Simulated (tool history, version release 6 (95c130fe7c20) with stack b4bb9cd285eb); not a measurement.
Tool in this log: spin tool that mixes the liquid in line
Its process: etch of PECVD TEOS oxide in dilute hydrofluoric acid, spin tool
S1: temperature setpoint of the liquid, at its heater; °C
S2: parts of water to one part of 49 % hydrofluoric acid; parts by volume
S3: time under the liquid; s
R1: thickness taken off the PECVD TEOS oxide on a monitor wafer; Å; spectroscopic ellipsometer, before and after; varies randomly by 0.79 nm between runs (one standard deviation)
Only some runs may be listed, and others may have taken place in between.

run	day	S1	S2	S3	R1
1	0.000	21.0	70	155	373.81
2	0.367	21.0	90	155	279.06
3	0.533	21.0	90	165	297.96
4	0.892	23.0	80	165	365.98
5	1.021	24.5	80	165	391.94
6	1.196	27.5	80	165	442.40

Predict the results of run 7:
7	1.242	29.0	50	165	?

Run 7 came out at R1 783.31 Å.
